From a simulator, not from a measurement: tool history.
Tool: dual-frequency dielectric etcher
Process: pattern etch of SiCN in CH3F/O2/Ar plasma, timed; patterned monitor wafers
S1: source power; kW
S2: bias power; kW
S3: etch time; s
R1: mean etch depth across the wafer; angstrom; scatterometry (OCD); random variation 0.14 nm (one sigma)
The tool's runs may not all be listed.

run	hour	S1	S2	S3	R1
1	0	0.36	0.063	72.5	299.32
2	2.3	0.36	0.074	72.5	314.11
3	3	0.32	0.068	72.5	288.75
4	4.7	0.29	0.068	72.5	279.05
5	6.5	0.27	0.066	72.5	266.22
6	14.3	0.26	0.066	72.5	263.84

Estimate the outcome of run 7 from the log above:
7	21.4	0.25	0.065	72.5	?

{"run 7": {"R1": 256.61}}

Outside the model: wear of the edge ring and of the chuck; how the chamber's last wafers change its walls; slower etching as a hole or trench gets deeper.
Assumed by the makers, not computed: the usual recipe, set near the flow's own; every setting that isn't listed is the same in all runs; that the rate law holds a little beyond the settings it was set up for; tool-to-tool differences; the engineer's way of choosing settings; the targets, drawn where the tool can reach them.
